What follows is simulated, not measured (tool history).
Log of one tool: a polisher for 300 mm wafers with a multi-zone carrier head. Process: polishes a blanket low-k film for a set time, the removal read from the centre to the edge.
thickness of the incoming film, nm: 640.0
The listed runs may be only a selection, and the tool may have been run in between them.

| run | hour | flow of slurry (ml/min) | pressure of the head's centre zone | pressure of the head's middle zone | pressure of the head's edge zone | abrasive content of the slurry | polishing time (s) | film removed at the wafer's centre (Å) | film removed at mid-radius (Å) | film removed at the wafer's edge (Å) |
|---|---|---|---|---|---|---|---|---|---|---|
| 1 | 0.0 | 130 | 1.00 | 1.00 | 1.00 | 1.00 | 56 | 341.39 | 337.31 | 340.61 |
| 2 | 8.7 | 130 | 0.99 | 1.04 | 0.95 | 0.85 | 48 | 272.60 | 277.15 | 258.71 |
| 3 | 14.8 | 130 | 0.99 | 1.04 | 0.95 | 0.75 | 48 | 255.66 | 258.60 | 244.13 |
| 4 | 19.5 | 125 | 0.97 | 1.06 | 0.91 | 0.65 | 45 | 215.16 | 222.72 | 208.28 |
| 5 | 26.4 | 125 | 0.97 | 1.06 | 0.91 | 0.65 | 57 | 269.40 | 291.92 | 265.91 |
| 6 | 32.7 | 140 | 0.97 | 1.06 | 0.91 | 0.65 | 57 | 281.89 | 292.63 | 269.44 |
| 7 | 39.8 | 130 | 0.97 | 1.13 | 0.81 | 0.50 | 41 | 170.32 | 189.66 | 159.30 |

Expected results for the next run?
| 8 | 42.3 | 135 | 0.97 | 1.14 | 0.82 | 0.50 | 41 | ? | ? | ? |

{"run 8": {"film removed at the wafer's centre (Å)": 171.45, "film removed at mid-radius (Å)": 191.57, "film removed at the wafer's edge (Å)": 154.73}}
